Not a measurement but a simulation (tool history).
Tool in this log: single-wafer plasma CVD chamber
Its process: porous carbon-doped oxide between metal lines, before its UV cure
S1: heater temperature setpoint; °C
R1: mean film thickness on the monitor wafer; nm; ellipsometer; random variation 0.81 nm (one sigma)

run 1 hour=0 | S1=300 RF_power_(kW)=0.56 deposition_time_(s)=31.7 | R1=177.44
run 2 hour=2.6 | S1=300 RF_power_(kW)=0.585 deposition_time_(s)=31.7 | R1=179.57
run 3 hour=5 | S1=300 RF_power_(kW)=0.545 deposition_time_(s)=31.7 | R1=175.66
run 4 hour=7.4 | S1=300 RF_power_(kW)=0.6 deposition_time_(s)=31.7 | R1=182.03
run 5 hour=15.3 | S1=294 RF_power_(kW)=0.6 deposition_time_(s)=31.7 | R1=189.92
run 6 hour=19.4 | S1=293 RF_power_(kW)=0.6 deposition_time_(s)=31.7 | R1=191.51
run 7 hour=26.4 | S1=292 RF_power_(kW)=0.6 deposition_time_(s)=31.7 | R1=193.5

Predict the results of run 8:
run 8 hour=34 | S1=290 RF_power_(kW)=0.6 deposition_time_(s)=31.7 | R1=?

{"run 8": {"R1": 195.99}}

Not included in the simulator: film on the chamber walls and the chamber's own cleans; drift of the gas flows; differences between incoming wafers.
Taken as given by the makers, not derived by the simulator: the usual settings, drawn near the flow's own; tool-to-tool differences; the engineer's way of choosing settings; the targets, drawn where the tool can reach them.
